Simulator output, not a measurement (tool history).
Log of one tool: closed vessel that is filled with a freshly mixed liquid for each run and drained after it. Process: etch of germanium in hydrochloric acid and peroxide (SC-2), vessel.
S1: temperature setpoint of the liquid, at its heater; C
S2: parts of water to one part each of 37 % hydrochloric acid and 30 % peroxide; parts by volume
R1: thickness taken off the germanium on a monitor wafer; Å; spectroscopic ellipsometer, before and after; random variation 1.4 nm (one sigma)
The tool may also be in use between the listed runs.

Run 1, hour 0.0: S1 63.0 C, S2 6 parts by volume, time in the liquid (s) 85. Result: R1 1837.3 Å.
Run 2, hour 8.4: S1 63.5 C, S2 6 parts by volume, time in the liquid (s) 85. Result: R1 1847.9 Å.
Run 3, hour 9.4: S1 70.5 C, S2 6 parts by volume, time in the liquid (s) 85. Result: R1 2255.5 Å.
Run 4, hour 12.7: S1 69.5 C, S2 6 parts by volume, time in the liquid (s) 85. Result: R1 2209.5 Å.
Run 5, hour 14.6: S1 65.5 C, S2 6 parts by volume, time in the liquid (s) 85. Result: R1 1985.4 Å.
Run 6, hour 15.4: S1 65.5 C, S2 7 parts by volume, time in the liquid (s) 85. Result: R1 1960.5 Å.

Run 7 comes next. What will it give?
Run 7, hour 18.3: S1 66.0 C, S2 7 parts by volume, time in the liquid (s) 85. Result: R1 ?.

R1: 1966.0 Å
